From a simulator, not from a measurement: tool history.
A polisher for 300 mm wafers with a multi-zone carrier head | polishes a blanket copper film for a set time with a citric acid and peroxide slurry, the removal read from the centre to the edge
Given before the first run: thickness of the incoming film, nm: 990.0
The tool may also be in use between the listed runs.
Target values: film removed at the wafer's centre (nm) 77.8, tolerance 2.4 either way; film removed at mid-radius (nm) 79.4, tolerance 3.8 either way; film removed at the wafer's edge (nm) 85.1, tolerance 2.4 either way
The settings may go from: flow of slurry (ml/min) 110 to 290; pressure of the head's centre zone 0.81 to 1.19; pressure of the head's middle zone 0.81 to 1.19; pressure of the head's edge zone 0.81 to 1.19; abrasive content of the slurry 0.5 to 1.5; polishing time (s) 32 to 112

run  hour  flow of slurry (ml/min)  pressure of the head's centre zone  pressure of the head's middle zone  pressure of the head's edge zone  abrasive content of the slurry  polishing time (s)  film removed at the wafer's centre (nm)  film removed at mid-radius (nm)  film removed at the wafer's edge (nm)
  1     0                      185                                   1                                   1                                 1                               1                  72                                   123.16                           126.05                                 123.92
  2   8.9                      175                                0.97                                0.96                              0.97                            0.85                  68                                   105.86                           112.34                                 114.26
  3  13.8                      175                                0.98                                0.94                              0.96                            0.75                  64                                   99.133                           101.22                                 104.16
  4  19.9                      190                                0.98                                0.94                              0.96                            0.75                  64                                    102.1                           104.92                                 106.66
  5  22.7                      190                                0.98                                0.94                              0.89                            0.75                  64                                   101.76                           101.27                                 100.45
  6    31                      175                                0.98                                0.94                              0.89                            0.75                  64                                   100.35                           99.324                                 101.35
  7  32.6                      175                                0.98                                0.94                              0.89                            0.75                  64                                   99.326                            98.74                                 99.706
  8  34.9                      165                                0.96                                0.93                              0.87                             0.7                  63                                   94.932                           97.078                                 95.975
  9  41.2                      145                                0.89                                0.83                              0.91                             0.5                  55                                   71.248                           71.405                                 80.542
 10  41.9                      160                                 0.9                                0.84                              0.91                             0.5                  55                                   73.157                           75.546                                 80.979
 11  45.3                      165                                0.91                                0.84                              0.92                             0.5                  55                                   75.076                           75.623                                 82.615
 12  51.6                      170                                0.91                                0.84                              0.92                             0.5                  55                                   75.505                           74.075                                 82.744
 13  58.7                      175                                0.91                                0.85                              0.92                             0.5                  55                                   75.772                           75.463                                 83.749

Next run, 5 choices. One meets every target within its allowed miss, the rest don't. Which?
  A  65.8                      195                                0.99                                0.81                              0.97                             0.5                  51                                        ?                                ?                                      ?
  B  65.8                      160                                0.92                                0.89                              0.94                             0.6                  55                                        ?                                ?                                      ?
  C  65.8                      225                                0.98                                0.81                              0.84                             0.5                  53                                        ?                                ?                                      ?
  D  65.8                      160                                   1                                0.81                              1.01                             0.5                  53                                        ?                                ?                                      ?
  E  65.8                      280                                0.87                                0.81                              0.91                            0.55                  52                                        ?                                ?                                      ?

move  film removed at the wafer's centre (nm)  film removed at mid-radius (nm)  film removed at the wafer's edge (nm)
   A                                   78.349                           68.179                                 79.703
   B                                   77.624                           78.437                                 84.397
   C                                   82.589                           72.392                                 79.143
   D                                   78.953                           68.351                                  82.16
   E                                   75.621                           73.823                                 82.884
A: misses by more than the last run did
B: hits every target within its allowed miss
C: misses by more than the last run did
D: misses by more than the last run did
E: misses by more than the last run did
So the answer is move B, the one that meets all the targets.

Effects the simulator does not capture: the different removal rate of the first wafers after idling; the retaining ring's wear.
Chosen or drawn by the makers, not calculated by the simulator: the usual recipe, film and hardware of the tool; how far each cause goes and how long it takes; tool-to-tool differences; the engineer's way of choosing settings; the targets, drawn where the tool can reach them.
